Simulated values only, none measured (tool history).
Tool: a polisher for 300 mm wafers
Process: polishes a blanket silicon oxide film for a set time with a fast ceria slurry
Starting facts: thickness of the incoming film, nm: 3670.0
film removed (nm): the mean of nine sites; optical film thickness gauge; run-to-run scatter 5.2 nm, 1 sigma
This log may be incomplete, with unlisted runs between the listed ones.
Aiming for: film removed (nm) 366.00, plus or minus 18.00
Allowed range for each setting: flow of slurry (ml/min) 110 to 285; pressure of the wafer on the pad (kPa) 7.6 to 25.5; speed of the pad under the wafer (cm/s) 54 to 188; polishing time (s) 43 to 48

run,hour,flow of slurry (ml/min),pressure of the wafer on the pad (kPa),speed of the pad under the wafer (cm/s),polishing time (s),film removed (nm)
1,0.0,180,16.5,120,48,885.90
2,8.0,180,20.7,120,48,1106.20
3,9.2,215,20.7,120,48,1166.60
4,13.6,210,17.2,108,47,839.63
5,22.4,205,14.5,100,47,660.30
6,25.1,205,14.5,100,43,603.66
7,28.5,205,12.4,98,43,517.24
8,36.4,205,11.0,98,43,456.77
9,44.1,205,10.3,98,43,420.29
10,51.7,205,9.7,98,43,412.83

Which single option among these 4 for the next run brings every result within its allowed miss of target? Just one does.
A,59.3,205,10.3,104,46,?
B,59.3,200,7.6,96,43,?
C,59.3,210,10.3,72,48,?
D,59.3,230,9.0,84,44,?

move,film removed (nm)
A,477.16
B,306.93
C,351.14
D,329.33
A: the biggest miss grows against the last run
B: moves the result that the last run missed by most past its target, out the other side
C: meets every target
D: moves the result that the last run missed by most past its target, out the other side
C is the move that brings every result within its allowed miss.
